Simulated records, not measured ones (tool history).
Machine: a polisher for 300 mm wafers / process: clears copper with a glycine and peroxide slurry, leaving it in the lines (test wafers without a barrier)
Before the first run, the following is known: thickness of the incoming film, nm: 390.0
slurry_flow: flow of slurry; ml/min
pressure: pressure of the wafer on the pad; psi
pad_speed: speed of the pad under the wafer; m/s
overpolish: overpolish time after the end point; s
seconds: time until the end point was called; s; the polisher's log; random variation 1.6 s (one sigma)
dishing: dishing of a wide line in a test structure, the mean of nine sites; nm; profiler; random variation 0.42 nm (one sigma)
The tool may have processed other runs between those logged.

run    day  slurry_flow  pressure  pad_speed  overpolish  seconds  dishing
  1      0          320       2.1       1.08          11   66.659   45.742
  2  0.354          285       2.1       1.08          11   64.873   43.097
  3   0.45          275       1.8       0.98          10   79.835   33.916
  4  0.554          270       1.6       0.94           9   90.151   27.925
  5  0.604          270       1.5       0.92           8   93.901   22.791
  6  0.775          270       1.4       0.92           8   98.952   22.686

Estimate the outcome of run 7 from the log above:
  7  0.933          270       1.3       0.92           8        ?        ?

{"run 7": {"seconds": 103.32, "dishing": 21.476}}
